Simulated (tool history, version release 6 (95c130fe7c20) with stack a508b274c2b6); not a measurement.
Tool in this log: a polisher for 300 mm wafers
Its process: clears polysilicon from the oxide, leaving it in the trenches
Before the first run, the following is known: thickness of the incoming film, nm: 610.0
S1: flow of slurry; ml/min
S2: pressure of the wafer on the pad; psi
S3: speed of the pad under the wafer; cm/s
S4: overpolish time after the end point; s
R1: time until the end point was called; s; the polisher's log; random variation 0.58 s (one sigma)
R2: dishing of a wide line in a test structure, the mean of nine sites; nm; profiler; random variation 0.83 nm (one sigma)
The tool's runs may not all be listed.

run  hour   S1   S2  S3  S4      R1      R2
  1   0.0  220  3.3  84  13  52.057  64.305
  2   6.7  220  3.3  84  10  53.026  59.894
  3  15.3  220  3.3  84  12  52.343  63.729
  4  16.3  220  3.6  84  12  48.469  64.095
  5  21.4  220  2.8  84  12  60.022  58.946
  6  23.4  225  2.9  84  10  59.414  56.666
  7  24.8  225  3.2  84   4  53.800  33.787

Run 8 comes next. What will it give?
  8  27.6  225  3.1  84   6   ?   ?

{"run 8": {"R1": 56.553, "R2": 43.105}}
